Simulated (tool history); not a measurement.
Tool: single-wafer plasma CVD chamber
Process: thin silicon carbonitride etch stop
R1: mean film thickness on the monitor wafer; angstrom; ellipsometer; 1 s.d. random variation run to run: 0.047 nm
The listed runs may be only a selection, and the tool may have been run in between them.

Run 1, hour 0.0: RF power (W) 255, deposition time (s) 14.8. Result: R1 79.207 angstrom.
Run 2, hour 3.8: RF power (W) 220, deposition time (s) 14.8. Result: R1 74.608 angstrom.
Run 3, hour 4.4: RF power (W) 220, deposition time (s) 16.1. Result: R1 81.166 angstrom.
Run 4, hour 10.3: RF power (W) 220, deposition time (s) 17.8. Result: R1 89.066 angstrom.
Run 5, hour 13.0: RF power (W) 190, deposition time (s) 17.8. Result: R1 83.153 angstrom.
Run 6, hour 15.5: RF power (W) 175, deposition time (s) 17.8. Result: R1 78.526 angstrom.
Run 7, hour 18.4: RF power (W) 195, deposition time (s) 17.9. Result: R1 83.995 angstrom.

The next listed run, before its measurement:
Run 8, hour 19.9: RF power (W) 210, deposition time (s) 18.0. Result: R1 ?.

R1: 87.797 angstrom
